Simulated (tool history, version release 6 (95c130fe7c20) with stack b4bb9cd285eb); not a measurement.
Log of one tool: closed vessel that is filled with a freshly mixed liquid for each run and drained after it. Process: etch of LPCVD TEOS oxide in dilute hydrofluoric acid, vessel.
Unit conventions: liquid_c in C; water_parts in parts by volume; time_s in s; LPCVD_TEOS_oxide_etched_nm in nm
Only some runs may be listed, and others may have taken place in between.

run  hour  liquid_c  water_parts  time_s  LPCVD_TEOS_oxide_etched_nm
  1   0.0      25.0           70      30                       8.364
  2   2.7      23.5           70      30                       7.851
  3   5.4      26.5           60      30                      10.405
  4   7.6      28.5           55      30                      12.348
  5  16.8      27.0           55      30                      11.677
  6  23.7      29.0           50      30                      14.092
  7  30.4      30.5           50      30                      15.021
  8  36.5      31.5           50      30                      15.409
  9  43.7      32.0           45      30                      17.733
 10  47.6      33.0           45      30                      18.361

Estimate the outcome of run 11 from the log above:
 11  55.3      32.5           45      30                           ?

{"run 11": {"LPCVD_TEOS_oxide_etched_nm": 18.185}}
